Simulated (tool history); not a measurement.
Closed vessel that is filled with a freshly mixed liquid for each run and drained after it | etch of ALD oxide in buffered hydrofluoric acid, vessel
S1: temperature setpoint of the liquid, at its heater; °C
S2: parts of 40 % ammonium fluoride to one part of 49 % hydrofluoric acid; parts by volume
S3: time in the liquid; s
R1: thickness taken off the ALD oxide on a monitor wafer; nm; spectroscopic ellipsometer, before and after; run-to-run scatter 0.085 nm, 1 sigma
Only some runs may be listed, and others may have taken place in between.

Run 1, day 0: S1 20 °C, S2 20 parts by volume, S3 30 s. Result: R1 36.058 nm.
Run 2, day 0.317: S1 20 °C, S2 20 parts by volume, S3 30 s. Result: R1 36.097 nm.
Run 3, day 0.554: S1 19 °C, S2 22 parts by volume, S3 30 s. Result: R1 31.823 nm.
Run 4, day 0.646: S1 19 °C, S2 22 parts by volume, S3 30 s. Result: R1 31.841 nm.
Run 5, day 0.8: S1 18.5 °C, S2 24 parts by volume, S3 30 s. Result: R1 29.305 nm.
Run 6, day 1.096: S1 18 °C, S2 25.5 parts by volume, S3 30 s. Result: R1 27.239 nm.
Run 7, day 1.283: S1 17 °C, S2 30 parts by volume, S3 30 s. Result: R1 22.907 nm.
Run 8, day 1.604: S1 17 °C, S2 29.5 parts by volume, S3 30 s. Result: R1 23.235 nm.
Run 9, day 1.796: S1 17 °C, S2 30 parts by volume, S3 30 s. Result: R1 22.961 nm.
Run 10, day 1.858: S1 17 °C, S2 29.5 parts by volume, S3 30 s. Result: R1 23.279 nm.
At day 1.983: thermometer replaced.
Run 11, day 1.983: S1 17 °C, S2 30 parts by volume, S3 30 s. Result: R1 20.644 nm.
Run 12, day 2.208: S1 17.5 °C, S2 30 parts by volume, S3 30 s. Result: R1 21.101 nm.

Forecast run 13:
Run 13, day 2.279: S1 17 °C, S2 29.5 parts by volume, S3 30 s. Result: R1 ?.

{"run 13": {"R1": 20.565}}
